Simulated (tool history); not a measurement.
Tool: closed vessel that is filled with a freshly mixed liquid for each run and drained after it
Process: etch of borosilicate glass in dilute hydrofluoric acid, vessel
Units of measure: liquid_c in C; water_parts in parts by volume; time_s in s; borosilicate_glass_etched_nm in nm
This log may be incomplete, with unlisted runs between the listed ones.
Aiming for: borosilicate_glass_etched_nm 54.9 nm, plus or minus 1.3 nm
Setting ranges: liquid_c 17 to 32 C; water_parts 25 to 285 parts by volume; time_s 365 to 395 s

run,hour,liquid_c,water_parts,time_s,borosilicate_glass_etched_nm
1,0,24,155,365,84.106
2,3.4,22,165,365,71.57
3,10.6,22,165,365,71.07
4,16,22,125,365,98.981
5,18.5,19,125,365,87.254
6,20.5,18.5,140,365,75.792
7,24.1,18,150,365,68.727
8,32.6,17,180,365,53.305

Consider the 5 candidate settings below. Which is the only one whose results all fall within their allowed miss of target?
A,41.1,17,195,395,?
B,41.1,17,185,365,?
C,41.1,17,190,375,?
D,41.1,17,180,375,?
E,41.1,17,190,370,?

move,borosilicate_glass_etched_nm
A,52.289
B,51.403
C,51.183
D,54.532
E,50.501
A: further off than the last run
B: further off than the last run
C: further off than the last run
D: every result within its allowed miss
E: further off than the last run
D is the move that brings every result within its allowed miss.
